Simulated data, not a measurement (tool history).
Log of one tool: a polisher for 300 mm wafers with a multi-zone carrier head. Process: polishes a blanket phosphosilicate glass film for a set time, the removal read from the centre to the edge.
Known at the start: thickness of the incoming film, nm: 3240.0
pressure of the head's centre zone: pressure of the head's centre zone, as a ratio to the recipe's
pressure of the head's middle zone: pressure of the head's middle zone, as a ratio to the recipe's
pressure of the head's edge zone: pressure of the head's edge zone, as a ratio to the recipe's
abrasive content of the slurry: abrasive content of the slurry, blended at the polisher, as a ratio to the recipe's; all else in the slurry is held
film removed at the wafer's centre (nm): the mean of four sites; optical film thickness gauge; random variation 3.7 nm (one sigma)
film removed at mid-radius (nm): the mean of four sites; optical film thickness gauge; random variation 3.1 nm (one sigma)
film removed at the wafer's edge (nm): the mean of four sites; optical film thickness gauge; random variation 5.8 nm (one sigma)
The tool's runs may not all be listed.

| run | hour | flow of slurry (ml/min) | pressure of the head's centre zone | pressure of the head's middle zone | pressure of the head's edge zone | abrasive content of the slurry | polishing time (s) | film removed at the wafer's centre (nm) | film removed at mid-radius (nm) | film removed at the wafer's edge (nm) |
|---|---|---|---|---|---|---|---|---|---|---|
| 1 | 0 | 245 | 1 | 1 | 1 | 1 | 39 | 401.86 | 421.57 | 418.55 |
| 2 | 0.9 | 245 | 1 | 1 | 1 | 1 | 48 | 489.37 | 526.44 | 512.96 |
| 3 | 8.6 | 245 | 1 | 1 | 1 | 0.8 | 48 | 448.02 | 478.13 | 469.64 |
| 4 | 12.9 | 245 | 1 | 1 | 0.97 | 0.8 | 48 | 451.04 | 480.01 | 455.19 |
| 5 | 19.5 | 245 | 1 | 1 | 0.97 | 0.8 | 44 | 406.81 | 437.77 | 429.35 |
| 6 | 21.8 | 305 | 1 | 1 | 0.97 | 0.8 | 44 | 420.95 | 452.71 | 438.42 |
| 7 | 22.8 | 305 | 1.02 | 0.99 | 0.97 | 0.8 | 44 | 429.47 | 441.32 | 432.58 |
|  | 26.4 | centre zone pressure recalibrated |
| 8 | 26.4 | 305 | 1.04 | 0.98 | 0.97 | 0.8 | 44 | 480.45 | 444.43 | 432.37 |
| 9 | 29.1 | 265 | 1.05 | 0.91 | 1.01 | 0.75 | 44 | 458.09 | 399.24 | 426.78 |

The next listed run, before its measurement:
| 10 | 37.5 | 270 | 1.05 | 0.91 | 1.01 | 0.75 | 44 | ? | ? | ? |

{"run 10": {"film removed at the wafer's centre (nm)": 462.29, "film removed at mid-radius (nm)": 398.91, "film removed at the wafer's edge (nm)": 424.86}}
